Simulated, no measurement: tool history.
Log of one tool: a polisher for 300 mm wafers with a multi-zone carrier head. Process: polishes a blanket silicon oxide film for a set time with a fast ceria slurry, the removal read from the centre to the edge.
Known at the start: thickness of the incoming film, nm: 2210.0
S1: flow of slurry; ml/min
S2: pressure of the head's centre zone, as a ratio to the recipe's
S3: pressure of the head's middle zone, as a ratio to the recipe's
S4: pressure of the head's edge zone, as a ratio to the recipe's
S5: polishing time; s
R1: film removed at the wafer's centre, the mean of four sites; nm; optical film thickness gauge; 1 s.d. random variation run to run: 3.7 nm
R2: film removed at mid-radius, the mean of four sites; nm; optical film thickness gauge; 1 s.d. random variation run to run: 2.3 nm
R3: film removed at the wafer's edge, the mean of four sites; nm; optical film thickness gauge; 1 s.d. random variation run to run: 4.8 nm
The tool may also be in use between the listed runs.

run	hour	S1	S2	S3	S4	S5	R1	R2	R3
1	0.0	180	1.00	1.00	1.00	59	688.75	675.73	687.70
2	7.5	175	1.02	0.97	0.97	54	639.41	597.65	615.94
3	13.5	170	1.03	0.94	0.95	50	601.70	550.44	573.25
4	22.0	170	1.03	0.94	0.95	43	506.79	464.91	486.78
5	24.6	170	1.03	0.94	0.95	50	590.94	545.11	569.00
6	27.7	170	1.03	0.94	0.95	38	455.88	416.40	427.11
7	33.5	170	1.05	0.92	0.95	37	454.33	398.58	406.98

Forecast run 8:
8	35.9	165	1.06	0.90	0.96	37	?	?	?

R1: 454.06 nm
R2: 393.54 nm
R3: 418.62 nm

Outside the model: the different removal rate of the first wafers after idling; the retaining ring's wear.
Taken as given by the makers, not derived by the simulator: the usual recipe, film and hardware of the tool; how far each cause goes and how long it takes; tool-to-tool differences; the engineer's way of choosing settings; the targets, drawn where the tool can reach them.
